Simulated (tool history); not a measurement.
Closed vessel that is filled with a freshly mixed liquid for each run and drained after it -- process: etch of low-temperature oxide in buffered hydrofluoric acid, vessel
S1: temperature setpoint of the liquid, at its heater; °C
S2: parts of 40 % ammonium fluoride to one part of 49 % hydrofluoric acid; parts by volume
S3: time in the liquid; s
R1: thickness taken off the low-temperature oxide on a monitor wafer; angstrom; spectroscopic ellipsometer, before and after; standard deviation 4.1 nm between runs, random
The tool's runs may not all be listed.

| run | hour | S1 | S2 | S3 | R1 |
|---|---|---|---|---|---|
| 1 | 0.0 | 24.0 | 7.0 | 100 | 5879.0 |
| 2 | 1.1 | 24.0 | 7.0 | 105 | 6100.6 |
| 3 | 5.2 | 22.5 | 7.0 | 105 | 5757.6 |
| 4 | 6.6 | 21.0 | 7.0 | 105 | 5264.7 |
|  | 13.3 | thermometer replaced |
| 5 | 13.3 | 20.0 | 7.0 | 105 | 5504.9 |
| 6 | 15.1 | 19.5 | 7.5 | 105 | 5036.2 |
| 7 | 19.0 | 19.0 | 8.0 | 105 | 4576.1 |

The next listed run, before its measurement:
| 8 | 24.4 | 18.5 | 8.0 | 105 | ? |

Run 8 gave R1 4412.0 angstrom.
